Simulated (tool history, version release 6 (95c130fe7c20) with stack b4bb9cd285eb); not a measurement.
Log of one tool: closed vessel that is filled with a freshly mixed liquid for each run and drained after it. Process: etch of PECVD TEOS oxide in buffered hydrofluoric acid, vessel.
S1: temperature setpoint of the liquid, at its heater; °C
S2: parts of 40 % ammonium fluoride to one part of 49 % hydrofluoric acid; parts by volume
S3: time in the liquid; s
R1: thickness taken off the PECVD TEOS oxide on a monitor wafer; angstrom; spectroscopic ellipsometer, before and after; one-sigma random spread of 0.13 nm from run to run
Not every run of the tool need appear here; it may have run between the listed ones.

{"run": 1, "day": 0.0, "S1": 23.0, "S2": 14.5, "S3": 30, "R1": 295.62}
{"run": 2, "day": 0.333, "S1": 21.5, "S2": 15.0, "S3": 30, "R1": 260.78}
{"run": 3, "day": 0.579, "S1": 20.0, "S2": 15.5, "S3": 30, "R1": 235.15}
{"run": 4, "day": 0.796, "S1": 18.5, "S2": 15.5, "S3": 30, "R1": 214.91}
{"run": 5, "day": 0.921, "S1": 22.0, "S2": 15.5, "S3": 30, "R1": 259.13}
{"run": 6, "day": 1.012, "S1": 20.5, "S2": 16.0, "S3": 30, "R1": 232.55}
{"run": 7, "day": 1.354, "S1": 19.5, "S2": 16.5, "S3": 30, "R1": 210.66}

Forecast run 8:
{"run": 8, "day": 1.717, "S1": 19.0, "S2": 16.5, "S3": 30, "R1": "?"}

R1: 206.66 angstrom

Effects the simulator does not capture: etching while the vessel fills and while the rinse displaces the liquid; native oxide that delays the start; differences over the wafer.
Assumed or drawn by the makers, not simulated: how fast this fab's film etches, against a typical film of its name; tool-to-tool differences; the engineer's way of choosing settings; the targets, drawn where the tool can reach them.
